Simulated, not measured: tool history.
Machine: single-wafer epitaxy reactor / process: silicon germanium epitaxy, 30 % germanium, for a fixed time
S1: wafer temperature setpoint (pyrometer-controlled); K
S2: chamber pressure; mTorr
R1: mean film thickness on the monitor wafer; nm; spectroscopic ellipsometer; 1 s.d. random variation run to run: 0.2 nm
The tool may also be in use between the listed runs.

run 1 hour=0.0 | S1=863.15 S2=25800 | R1=53.085
run 2 hour=1.7 | S1=860.15 S2=25700 | R1=50.422
run 3 hour=2.4 | S1=860.15 S2=28200 | R1=51.894
run 4 hour=3.3 | S1=858.15 S2=28100 | R1=49.812
run 5 hour=11.5 | S1=856.15 S2=28000 | R1=48.228
run 6 hour=20.1 | S1=855.15 S2=28000 | R1=47.656
-- hour=24.5 capacitance manometer re-zeroed and calibrated
run 7 hour=24.5 | S1=854.15 S2=28000 | R1=47.079

For run 8, what comes out?
run 8 hour=31.4 | S1=853.15 S2=28000 | R1=?

{"run 8": {"R1": 46.833}}
